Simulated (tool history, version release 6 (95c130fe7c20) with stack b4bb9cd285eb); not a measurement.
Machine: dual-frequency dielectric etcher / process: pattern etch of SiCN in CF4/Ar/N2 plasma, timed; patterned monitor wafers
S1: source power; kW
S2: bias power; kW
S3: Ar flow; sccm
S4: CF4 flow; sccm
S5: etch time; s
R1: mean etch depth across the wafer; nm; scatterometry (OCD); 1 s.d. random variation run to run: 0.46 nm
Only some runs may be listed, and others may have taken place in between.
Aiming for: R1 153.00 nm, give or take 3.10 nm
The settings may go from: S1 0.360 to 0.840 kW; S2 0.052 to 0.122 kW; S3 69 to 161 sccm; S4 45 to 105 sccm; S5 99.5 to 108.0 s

Run 1, hour 0.0: S1 0.600 kW, S2 0.087 kW, S3 115 sccm, S4 75 sccm, S5 108.0 s. Result: R1 132.98 nm.
Run 2, hour 1.5: S1 0.610 kW, S2 0.087 kW, S3 115 sccm, S4 75 sccm, S5 108.0 s. Result: R1 134.58 nm.
Run 3, hour 4.3: S1 0.610 kW, S2 0.087 kW, S3 94 sccm, S4 75 sccm, S5 108.0 s. Result: R1 141.45 nm.
Run 4, hour 9.0: S1 0.570 kW, S2 0.087 kW, S3 94 sccm, S4 75 sccm, S5 108.0 s. Result: R1 133.39 nm.
Run 5, hour 10.3: S1 0.470 kW, S2 0.087 kW, S3 94 sccm, S4 75 sccm, S5 108.0 s. Result: R1 114.00 nm.
Run 6, hour 19.1: S1 0.470 kW, S2 0.073 kW, S3 94 sccm, S4 75 sccm, S5 108.0 s. Result: R1 106.99 nm.
Run 7, hour 26.0: S1 0.500 kW, S2 0.073 kW, S3 94 sccm, S4 75 sccm, S5 108.0 s. Result: R1 112.47 nm.
Run 8, hour 28.4: S1 0.530 kW, S2 0.073 kW, S3 94 sccm, S4 75 sccm, S5 108.0 s. Result: R1 117.80 nm.
Run 9, hour 29.5: S1 0.550 kW, S2 0.073 kW, S3 94 sccm, S4 75 sccm, S5 108.0 s. Result: R1 121.46 nm.
Run 10, hour 31.7: S1 0.570 kW, S2 0.073 kW, S3 94 sccm, S4 75 sccm, S5 108.0 s. Result: R1 125.26 nm.
Run 11, hour 37.1: S1 0.690 kW, S2 0.075 kW, S3 93 sccm, S4 75 sccm, S5 108.0 s. Result: R1 148.65 nm.

Pick the move, out of 5, that brings all results within their allowed miss; only one does.
Run A, hour 42.5: S1 0.700 kW, S2 0.085 kW, S3 95 sccm, S4 73 sccm, S5 106.5 s. Result: R1 ?.
Run B, hour 42.5: S1 0.610 kW, S2 0.086 kW, S3 88 sccm, S4 82 sccm, S5 108.0 s. Result: R1 ?.
Run C, hour 42.5: S1 0.730 kW, S2 0.068 kW, S3 87 sccm, S4 72 sccm, S5 102.0 s. Result: R1 ?.
Run D, hour 42.5: S1 0.670 kW, S2 0.075 kW, S3 89 sccm, S4 81 sccm, S5 101.0 s. Result: R1 ?.
Run E, hour 42.5: S1 0.660 kW, S2 0.077 kW, S3 72 sccm, S4 71 sccm, S5 103.0 s. Result: R1 ?.

move      R1
   A  153.83
   B  145.01
   C  143.60
   D  138.91
   E  146.30
A: hits every target within its allowed miss
B: misses by more than the last run did
C: misses by more than the last run did
D: misses by more than the last run did
E: misses by more than the last run did
A meets every target.

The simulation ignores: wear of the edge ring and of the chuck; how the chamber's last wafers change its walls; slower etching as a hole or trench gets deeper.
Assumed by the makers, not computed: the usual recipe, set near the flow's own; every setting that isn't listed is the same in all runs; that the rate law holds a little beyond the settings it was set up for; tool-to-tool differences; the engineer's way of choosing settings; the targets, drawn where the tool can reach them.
